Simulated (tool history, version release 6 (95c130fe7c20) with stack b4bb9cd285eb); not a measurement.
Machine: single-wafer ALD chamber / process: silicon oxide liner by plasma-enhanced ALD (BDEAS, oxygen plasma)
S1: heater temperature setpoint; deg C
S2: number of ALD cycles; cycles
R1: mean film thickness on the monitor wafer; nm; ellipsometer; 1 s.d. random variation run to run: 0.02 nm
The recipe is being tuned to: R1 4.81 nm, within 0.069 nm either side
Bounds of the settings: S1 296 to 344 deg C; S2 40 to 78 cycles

Run 1, hour 0: S1 320 deg C, S2 59 cycles. Result: R1 5.2826 nm.
Run 2, hour 0.9: S1 320 deg C, S2 67 cycles. Result: R1 5.9834 nm.
Run 3, hour 6: S1 320 deg C, S2 62 cycles. Result: R1 5.4992 nm.
Run 4, hour 7.5: S1 330 deg C, S2 62 cycles. Result: R1 5.4502 nm.
Run 5, hour 12.9: S1 325 deg C, S2 62 cycles. Result: R1 5.4731 nm.
Run 6, hour 16.4: S1 326 deg C, S2 60 cycles. Result: R1 5.3507 nm.
Run 7, hour 18.6: S1 326 deg C, S2 58 cycles. Result: R1 5.1832 nm.
Run 8, hour 27.3: S1 326 deg C, S2 56 cycles. Result: R1 4.9934 nm.

4 candidate next runs follow, results not yet known. Just one meets every target within its allowed miss. Identify it.
Run A, hour 36: S1 337 deg C, S2 55 cycles. Result: R1 ?.
Run B, hour 36: S1 329 deg C, S2 59 cycles. Result: R1 ?.
Run C, hour 36: S1 330 deg C, S2 60 cycles. Result: R1 ?.
Run D, hour 36: S1 328 deg C, S2 61 cycles. Result: R1 ?.

move      R1
   A  4.7997
   B   5.202
   C  5.2834
   D  5.3852
A: each result inside its tolerance
B: further off than the last run
C: further off than the last run
D: further off than the last run
So the answer is move A, the one that meets all the targets.
